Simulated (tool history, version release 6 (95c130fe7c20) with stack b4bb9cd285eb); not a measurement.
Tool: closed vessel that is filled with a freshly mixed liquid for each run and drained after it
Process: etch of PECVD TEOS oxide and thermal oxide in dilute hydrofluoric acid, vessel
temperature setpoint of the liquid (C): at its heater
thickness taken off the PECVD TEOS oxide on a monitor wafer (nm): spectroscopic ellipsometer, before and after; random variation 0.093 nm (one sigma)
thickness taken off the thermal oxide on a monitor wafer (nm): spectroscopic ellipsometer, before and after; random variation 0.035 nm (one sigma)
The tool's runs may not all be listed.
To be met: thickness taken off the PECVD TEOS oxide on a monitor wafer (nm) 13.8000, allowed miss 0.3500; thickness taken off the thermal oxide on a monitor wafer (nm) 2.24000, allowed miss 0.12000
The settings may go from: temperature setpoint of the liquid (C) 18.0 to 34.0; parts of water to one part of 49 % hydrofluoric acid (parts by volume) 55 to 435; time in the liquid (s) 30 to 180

run	hour	temperature setpoint of the liquid (C)	parts of water to one part of 49 % hydrofluoric acid (parts by volume)	time in the liquid (s)	thickness taken off the PECVD TEOS oxide on a monitor wafer (nm)	thickness taken off the thermal oxide on a monitor wafer (nm)
1	0.0	26.0	245	90	9.4518	1.54660
2	5.4	27.0	240	90	10.0470	1.61770
3	10.8	27.0	240	115	12.9780	2.11830
4	19.7	27.5	240	115	12.9630	2.19900
5	26.1	27.5	240	75	8.6725	1.39000
6	27.0	27.5	320	75	5.9378	0.95391
7	32.7	28.5	300	75	6.6324	1.07220
8	35.2	29.0	280	75	7.4477	1.22110
9	37.5	29.5	260	75	8.1874	1.34810
10	38.8	29.5	245	75	8.9373	1.46000
11	39.6	30.0	235	75	9.5942	1.57430
12	40.8	30.5	225	75	10.2250	1.69930

Which of these 4 next moves meets every target?
A	42.0	22.5	135	65	?	?
B	42.0	30.5	260	100	?	?
C	42.0	34.0	435	125	?	?
D	42.0	29.5	190	85	?	?

move	thickness taken off the PECVD TEOS oxide on a monitor wafer (nm)	thickness taken off the thermal oxide on a monitor wafer (nm)
A	12.4560	1.98570
B	11.5090	1.83480
C	7.8966	1.25890
D	14.0660	2.24240
A: nearer than the last run, and not there yet
B: nearer than the last run, and not there yet
C: further off than the last run
D: meets every target
The right move is D.
